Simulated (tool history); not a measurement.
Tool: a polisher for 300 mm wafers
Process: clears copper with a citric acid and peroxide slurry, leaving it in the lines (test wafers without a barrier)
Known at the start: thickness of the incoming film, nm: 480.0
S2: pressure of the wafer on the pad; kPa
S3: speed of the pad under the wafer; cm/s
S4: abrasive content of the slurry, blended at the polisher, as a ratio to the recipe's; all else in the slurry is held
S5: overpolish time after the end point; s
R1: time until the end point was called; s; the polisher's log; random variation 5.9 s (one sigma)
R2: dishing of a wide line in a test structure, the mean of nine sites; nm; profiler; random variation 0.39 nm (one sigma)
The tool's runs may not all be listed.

run 1 day=0 | flow_of_slurry_(ml/min)=295 S2=28.3 S3=114 S4=1 S5=18 | R1=160.88 R2=34.22
run 2 day=0.267 | flow_of_slurry_(ml/min)=295 S2=24.1 S3=108 S4=1 S5=20 | R1=197.24 R2=31.333
run 3 day=0.475 | flow_of_slurry_(ml/min)=295 S2=29.6 S3=108 S4=1 S5=20 | R1=164.17 R2=38.305
run 4 day=0.812 | flow_of_slurry_(ml/min)=295 S2=36.5 S3=108 S4=1 S5=20 | R1=128 R2=46.624
run 5 day=0.9 | flow_of_slurry_(ml/min)=295 S2=30.3 S3=102 S4=1 S5=21 | R1=169.79 R2=39.459
run 6 day=0.992 | flow_of_slurry_(ml/min)=295 S2=37.2 S3=102 S4=1 S5=21 | R1=137.68 R2=45.322
run 7 day=1.2 | flow_of_slurry_(ml/min)=295 S2=31 S3=98 S4=1 S5=22 | R1=170.61 R2=39.747
run 8 day=1.238 | flow_of_slurry_(ml/min)=295 S2=26.2 S3=94 S4=1 S5=23 | R1=204.4 R2=34.292
run 9 day=1.479 | flow_of_slurry_(ml/min)=295 S2=22.8 S3=92 S4=1 S5=24 | R1=251.55 R2=31.117

Forecast run 10:
run 10 day=1.533 | flow_of_slurry_(ml/min)=295 S2=20.7 S3=92 S4=1 S5=25 | R1=? R2=?

R1: 261.7 s
R2: 28.891 nm
